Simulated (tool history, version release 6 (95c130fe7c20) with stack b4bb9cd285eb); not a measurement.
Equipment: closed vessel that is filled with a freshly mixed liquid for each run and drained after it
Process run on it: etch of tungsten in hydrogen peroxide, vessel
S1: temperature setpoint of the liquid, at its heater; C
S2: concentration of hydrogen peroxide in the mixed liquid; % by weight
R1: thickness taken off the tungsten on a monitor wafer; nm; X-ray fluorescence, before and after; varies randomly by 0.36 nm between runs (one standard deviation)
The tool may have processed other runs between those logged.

run 1 hour=0.0 | S1=57.0 S2=21.5 time_in_the_liquid_(s)=30 | R1=67.151
run 2 hour=7.4 | S1=57.0 S2=21.5 time_in_the_liquid_(s)=30 | R1=68.859
run 3 hour=15.4 | S1=54.5 S2=21.5 time_in_the_liquid_(s)=30 | R1=59.072
run 4 hour=16.3 | S1=59.5 S2=21.5 time_in_the_liquid_(s)=30 | R1=77.232
run 5 hour=21.4 | S1=59.5 S2=21.5 time_in_the_liquid_(s)=30 | R1=78.338
run 6 hour=26.2 | S1=59.5 S2=23.5 time_in_the_liquid_(s)=30 | R1=81.233

Run 7 has not been measured yet. What should we expect?
run 7 hour=34.3 | S1=51.5 S2=23.0 time_in_the_liquid_(s)=30 | R1=?

Run 7 gave R1 50.312 nm.
